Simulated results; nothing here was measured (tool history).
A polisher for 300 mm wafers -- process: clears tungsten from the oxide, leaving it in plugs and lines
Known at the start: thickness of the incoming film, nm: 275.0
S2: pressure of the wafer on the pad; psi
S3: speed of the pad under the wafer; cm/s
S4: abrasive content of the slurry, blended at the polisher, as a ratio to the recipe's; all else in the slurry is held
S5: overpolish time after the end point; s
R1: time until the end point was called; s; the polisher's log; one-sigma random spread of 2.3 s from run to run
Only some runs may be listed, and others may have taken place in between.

Run 1, hour 0: flow of slurry (ml/min) 270, S2 2.6 psi, S3 96 cm/s, S4 1, S5 27 s. Result: R1 79.863 s.
Run 2, hour 2.9: flow of slurry (ml/min) 270, S2 2.6 psi, S3 96 cm/s, S4 1, S5 27 s. Result: R1 80.465 s.
Run 3, hour 9.8: flow of slurry (ml/min) 265, S2 2.1 psi, S3 80 cm/s, S4 1, S5 27 s. Result: R1 118.48 s.
Run 4, hour 14.3: flow of slurry (ml/min) 265, S2 2.1 psi, S3 66 cm/s, S4 1, S5 27 s. Result: R1 141.73 s.
Run 5, hour 15.7: flow of slurry (ml/min) 265, S2 2.1 psi, S3 66 cm/s, S4 1, S5 29 s. Result: R1 142.54 s.
Run 6, hour 23.3: flow of slurry (ml/min) 265, S2 1.8 psi, S3 66 cm/s, S4 1, S5 29 s. Result: R1 164.3 s.
Run 7, hour 27.4: flow of slurry (ml/min) 265, S2 1.6 psi, S3 64 cm/s, S4 1, S5 29 s. Result: R1 191.66 s.

Expected results for the next run?
Run 8, hour 29.3: flow of slurry (ml/min) 265, S2 1.5 psi, S3 64 cm/s, S4 1, S5 29 s. Result: R1 ?.

Logged for run 8: R1 203.46 s.
